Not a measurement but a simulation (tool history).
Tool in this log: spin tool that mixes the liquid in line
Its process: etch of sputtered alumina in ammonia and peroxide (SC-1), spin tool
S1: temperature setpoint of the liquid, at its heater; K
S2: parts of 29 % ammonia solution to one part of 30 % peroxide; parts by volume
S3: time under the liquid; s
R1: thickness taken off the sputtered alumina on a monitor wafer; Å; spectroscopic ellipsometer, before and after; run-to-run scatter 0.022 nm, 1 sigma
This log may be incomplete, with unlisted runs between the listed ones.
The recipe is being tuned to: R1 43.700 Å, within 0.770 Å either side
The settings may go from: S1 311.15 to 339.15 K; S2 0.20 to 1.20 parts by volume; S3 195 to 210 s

run  hour      S1    S2   S3      R1
  1   0.0  323.15  0.85  195  77.938
  2   5.4  321.65  0.85  195  70.577
  3   6.8  321.65  0.75  195  69.898
  4  15.2  321.65  0.75  195  71.080
  5  21.8  320.15  0.75  195  65.203
  6  26.4  319.15  0.75  195  61.215
  7  32.6  312.15  0.75  195  40.990
  8  41.6  312.65  0.75  195  41.978

Consider the 5 candidate settings below. Which is the only one whose results all fall within their allowed miss of target?
  A  50.6  312.15  0.45  210   ?
  B  50.6  311.65  0.95  210   ?
  C  50.6  312.65  0.80  195   ?
  D  50.6  311.65  0.70  210   ?
  E  50.6  312.65  0.65  195   ?

move      R1
   A  41.935
   B  43.717
   C  42.376
   D  42.459
   E  41.545
A: as far off as the last run
B: meets every target
C: closes in on the targets versus the last run, not all within tolerance yet
D: closes in on the targets versus the last run, not all within tolerance yet
E: misses by more than the last run did
Move B is the one to make.
